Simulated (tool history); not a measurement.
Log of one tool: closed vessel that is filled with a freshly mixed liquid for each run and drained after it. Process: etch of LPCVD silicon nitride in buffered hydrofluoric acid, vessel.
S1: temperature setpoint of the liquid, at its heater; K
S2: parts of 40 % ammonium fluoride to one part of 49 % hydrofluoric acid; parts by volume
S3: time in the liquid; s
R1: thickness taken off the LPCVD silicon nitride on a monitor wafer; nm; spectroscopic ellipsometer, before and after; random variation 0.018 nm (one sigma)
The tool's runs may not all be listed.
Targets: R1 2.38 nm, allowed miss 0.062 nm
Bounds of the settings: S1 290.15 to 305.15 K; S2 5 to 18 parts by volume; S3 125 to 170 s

| run | hour | S1 | S2 | S3 | R1 |
|---|---|---|---|---|---|
| 1 | 0 | 297.15 | 11 | 170 | 2.9601 |
| 2 | 5.8 | 297.15 | 8.5 | 170 | 3.7415 |
| 3 | 7.2 | 297.15 | 10.5 | 170 | 3.1033 |
| 4 | 14 | 300.65 | 10.5 | 170 | 3.7125 |
| 5 | 16 | 300.65 | 10.5 | 170 | 3.6991 |
| 6 | 23.5 | 299.15 | 10.5 | 170 | 3.4698 |
| 7 | 31.5 | 298.15 | 10.5 | 170 | 3.2927 |
| 8 | 40.2 | 298.15 | 10.5 | 170 | 3.2146 |
| 9 | 48.4 | 297.15 | 10.5 | 170 | 3.119 |
| 10 | 52.1 | 296.15 | 10.5 | 170 | 2.9625 |
| 11 | 54.8 | 295.65 | 10.5 | 170 | 2.8528 |
| 12 | 58.6 | 295.15 | 10.5 | 170 | 2.7827 |
| 13 | 60.5 | 294.65 | 10.5 | 170 | 2.7332 |
| 14 | 68.5 | 291.65 | 10.5 | 170 | 2.2835 |

Which of these 5 next moves meets every target?
| A | 76.5 | 295.65 | 12 | 160 | ? |
| B | 76.5 | 292.15 | 9.5 | 170 | ? |
| C | 76.5 | 292.65 | 9 | 160 | ? |
| D | 76.5 | 293.65 | 10.5 | 170 | ? |
| E | 76.5 | 292.65 | 9.5 | 160 | ? |

| move | R1 |
|---|---|
| A | 2.3553 |
| B | 2.5465 |
| C | 2.5494 |
| D | 2.5549 |
| E | 2.4642 |
A: meets every target
B: takes the result that was furthest off past its target
C: takes the result that was furthest off past its target
D: takes the result that was furthest off past its target
E: takes the result that was furthest off past its target
The right move is A.

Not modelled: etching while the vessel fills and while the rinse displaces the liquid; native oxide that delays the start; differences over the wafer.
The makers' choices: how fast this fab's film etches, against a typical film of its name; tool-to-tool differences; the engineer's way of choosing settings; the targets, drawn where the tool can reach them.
